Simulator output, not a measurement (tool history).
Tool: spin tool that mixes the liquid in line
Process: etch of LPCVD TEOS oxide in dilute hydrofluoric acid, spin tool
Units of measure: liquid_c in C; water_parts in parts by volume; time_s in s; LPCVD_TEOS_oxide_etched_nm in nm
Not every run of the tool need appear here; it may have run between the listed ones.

run  hour  liquid_c  water_parts  time_s  LPCVD_TEOS_oxide_etched_nm
  1   0.0      22.0          155      15                      3.6129
  2   0.8      22.0          155      15                      3.5992
  3   4.0      25.5          155      15                      4.1204
  4   5.9      26.5          140      15                      4.8141
  5   7.0      26.5          190      15                      3.3564
  6   9.4      27.5          165      15                      4.1082
  7  14.7      28.0          145      15                      4.9370
  8  17.5      28.5          130      15                      5.6412

Predict the results of run 9:
  9  18.7      29.0          120      15                           ?

{"run 9": {"LPCVD_TEOS_oxide_etched_nm": 6.249}}
